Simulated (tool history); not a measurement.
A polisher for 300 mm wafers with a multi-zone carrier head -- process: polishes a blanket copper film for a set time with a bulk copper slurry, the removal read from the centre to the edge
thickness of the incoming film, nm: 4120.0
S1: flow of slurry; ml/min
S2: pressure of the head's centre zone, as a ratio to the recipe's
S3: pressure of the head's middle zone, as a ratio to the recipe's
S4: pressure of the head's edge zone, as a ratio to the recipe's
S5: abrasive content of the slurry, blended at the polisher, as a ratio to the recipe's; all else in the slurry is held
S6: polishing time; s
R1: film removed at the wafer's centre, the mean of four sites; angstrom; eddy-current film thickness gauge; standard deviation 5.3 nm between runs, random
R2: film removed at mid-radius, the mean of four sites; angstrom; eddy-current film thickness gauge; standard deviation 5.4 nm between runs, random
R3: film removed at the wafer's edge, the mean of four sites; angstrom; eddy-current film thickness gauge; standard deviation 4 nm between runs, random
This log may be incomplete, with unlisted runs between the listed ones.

run	hour	S1	S2	S3	S4	S5	S6	R1	R2	R3
1	0	200	1	1	1	1	82	5422.9	5488.8	5450.9
2	4.7	200	1	1	1	1	69	4596.6	4568	4486
3	10.7	195	0.99	1.01	0.99	1	69	4554.6	4568.6	4421.9
4	17	195	0.99	1.01	0.99	1.15	69	4629.8	4682.6	4519.7
5	22.6	190	0.98	1.01	0.98	1.15	69	4563.2	4689.2	4562.3
6	25.7	220	0.98	1.01	0.98	1.15	69	4673.1	4809.2	4632.8

Run 7 has not been measured yet. What should we expect?
7	32.9	215	0.97	1.01	0.97	1.15	69	?	?	?

R1: 4665.6 angstrom
R2: 4877.5 angstrom
R3: 4586.7 angstrom

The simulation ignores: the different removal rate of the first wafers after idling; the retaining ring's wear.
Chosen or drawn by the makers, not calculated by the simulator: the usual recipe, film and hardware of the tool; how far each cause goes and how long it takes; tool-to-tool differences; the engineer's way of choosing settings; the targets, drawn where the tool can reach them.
